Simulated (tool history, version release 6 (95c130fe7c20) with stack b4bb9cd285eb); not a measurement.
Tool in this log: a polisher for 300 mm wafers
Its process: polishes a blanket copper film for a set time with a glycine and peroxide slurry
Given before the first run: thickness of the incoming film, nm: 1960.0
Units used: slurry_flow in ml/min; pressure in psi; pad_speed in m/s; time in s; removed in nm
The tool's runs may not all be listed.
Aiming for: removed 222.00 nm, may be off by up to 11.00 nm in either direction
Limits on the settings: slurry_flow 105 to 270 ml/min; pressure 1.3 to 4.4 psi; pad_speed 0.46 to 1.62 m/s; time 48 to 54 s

run	hour	slurry_flow	pressure	pad_speed	time	removed
1	0.0	175	2.8	1.04	54	321.56
2	3.6	215	2.8	1.04	54	331.24
3	9.5	215	2.5	1.04	54	303.65
4	12.0	215	2.3	1.04	54	275.11
5	14.9	215	2.3	1.16	54	309.34
6	22.1	215	2.1	1.16	54	283.79
7	28.2	215	2.0	1.16	54	271.20
8	36.9	215	2.0	1.16	54	272.33
9	42.8	215	1.9	1.16	54	267.27
10	44.1	215	1.8	1.16	54	252.62
11	49.9	215	1.7	1.16	54	235.70

Pick the move, out of 5, that brings all results within their allowed miss; only one does.
A	55.7	235	1.8	0.96	48	?
B	55.7	215	1.7	1.14	50	?
C	55.7	190	2.0	0.82	50	?
D	55.7	265	1.7	1.08	48	?
E	55.7	205	2.2	0.86	48	?

move	removed
A	193.36
B	217.25
C	188.42
D	205.05
E	203.48
A: pushes the last run's worst result past its target
B: every result lands within tolerance
C: pushes the last run's worst result past its target
D: pushes the last run's worst result past its target
E: pushes the last run's worst result past its target
B meets every target.
